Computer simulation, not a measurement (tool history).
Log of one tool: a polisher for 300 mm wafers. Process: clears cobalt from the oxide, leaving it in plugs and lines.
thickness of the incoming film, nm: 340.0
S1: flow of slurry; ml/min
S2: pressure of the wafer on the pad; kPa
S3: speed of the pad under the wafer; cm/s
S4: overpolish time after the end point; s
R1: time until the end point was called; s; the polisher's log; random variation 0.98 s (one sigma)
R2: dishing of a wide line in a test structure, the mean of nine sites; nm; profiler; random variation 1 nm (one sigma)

| run | hour | S1 | S2 | S3 | S4 | R1 | R2 |
|---|---|---|---|---|---|---|---|
| 1 | 0 | 120 | 10.3 | 90 | 11 | 114.68 | 25.523 |
| 2 | 2.5 | 120 | 11.7 | 92 | 11 | 103.25 | 27.298 |
| 3 | 7.5 | 120 | 12.4 | 92 | 11 | 97.747 | 29.627 |
| 4 | 14.1 | 120 | 13.1 | 96 | 11 | 90.928 | 32.46 |
| 5 | 17.3 | 135 | 13.1 | 96 | 11 | 88.455 | 32.069 |
| 6 | 25.6 | 135 | 13.1 | 96 | 13 | 90.32 | 35.878 |
| 7 | 30.9 | 135 | 13.8 | 100 | 13 | 84.688 | 37.938 |
| 8 | 36.7 | 135 | 14.5 | 104 | 13 | 76.129 | 38.731 |
| 9 | 45.5 | 135 | 14.5 | 108 | 13 | 72.143 | 41.628 |
| 10 | 52.5 | 135 | 14.5 | 110 | 13 | 69.147 | 41.339 |
| 11 | 56.3 | 135 | 14.5 | 112 | 13 | 70.879 | 42.782 |
| 12 | 59.3 | 135 | 14.5 | 114 | 13 | 69.7 | 42.342 |
| 13 | 62.3 | 135 | 14.5 | 116 | 13 | 67.779 | 42.347 |

Forecast run 14:
| 14 | 66.5 | 135 | 15.2 | 118 | 13 | ? | ? |

{"run 14": {"R1": 65.162, "R2": 45.203}}

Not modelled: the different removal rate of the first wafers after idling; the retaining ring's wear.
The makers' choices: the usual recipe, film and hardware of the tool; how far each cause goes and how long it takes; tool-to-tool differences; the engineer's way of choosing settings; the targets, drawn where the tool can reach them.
